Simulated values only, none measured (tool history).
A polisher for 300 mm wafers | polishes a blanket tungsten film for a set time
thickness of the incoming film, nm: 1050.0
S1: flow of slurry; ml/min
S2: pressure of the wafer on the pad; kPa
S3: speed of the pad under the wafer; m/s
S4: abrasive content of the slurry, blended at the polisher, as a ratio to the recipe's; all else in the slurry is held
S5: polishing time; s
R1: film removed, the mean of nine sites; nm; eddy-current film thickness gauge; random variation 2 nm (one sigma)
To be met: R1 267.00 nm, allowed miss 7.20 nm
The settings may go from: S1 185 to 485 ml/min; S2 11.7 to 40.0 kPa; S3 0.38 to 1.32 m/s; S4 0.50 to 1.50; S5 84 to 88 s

run 1 hour=0.0 | S1=310 S2=25.5 S3=0.84 S4=1.00 S5=84 | R1=362.94
run 2 hour=5.9 | S1=310 S2=25.5 S3=0.84 S4=1.20 S5=84 | R1=377.19
run 3 hour=9.9 | S1=310 S2=22.8 S3=0.84 S4=1.20 S5=84 | R1=341.04
run 4 hour=11.7 | S1=310 S2=20.7 S3=0.84 S4=1.20 S5=84 | R1=309.06
run 5 hour=13.9 | S1=310 S2=20.7 S3=0.84 S4=1.35 S5=84 | R1=318.21
-- hour=16.4 worn pad replaced by a new one
run 6 hour=16.4 | S1=310 S2=20.7 S3=0.84 S4=1.45 S5=84 | R1=348.29
run 7 hour=22.7 | S1=310 S2=18.6 S3=0.84 S4=1.45 S5=84 | R1=314.40
run 8 hour=27.4 | S1=310 S2=17.2 S3=0.84 S4=1.45 S5=84 | R1=292.39
run 9 hour=33.7 | S1=310 S2=16.5 S3=0.84 S4=1.45 S5=84 | R1=284.41

Which of these 5 next moves meets every target?
run A hour=40.0 | S1=295 S2=13.8 S3=0.88 S4=1.45 S5=84 | R1=?
run B hour=40.0 | S1=330 S2=13.8 S3=0.92 S4=1.45 S5=87 | R1=?
run C hour=40.0 | S1=305 S2=15.2 S3=1.04 S4=1.30 S5=84 | R1=?
run D hour=40.0 | S1=290 S2=17.2 S3=0.88 S4=1.45 S5=88 | R1=?
run E hour=40.0 | S1=340 S2=17.9 S3=0.80 S4=1.30 S5=88 | R1=?

move=A R1=248.37
move=B R1=271.38
move=C R1=313.67
move=D R1=321.18
move=E R1=301.52
A: takes the result that was furthest off past its target
B: meets every target
C: further off than the last run
D: further off than the last run
E: further off than the last run
The right move is B.

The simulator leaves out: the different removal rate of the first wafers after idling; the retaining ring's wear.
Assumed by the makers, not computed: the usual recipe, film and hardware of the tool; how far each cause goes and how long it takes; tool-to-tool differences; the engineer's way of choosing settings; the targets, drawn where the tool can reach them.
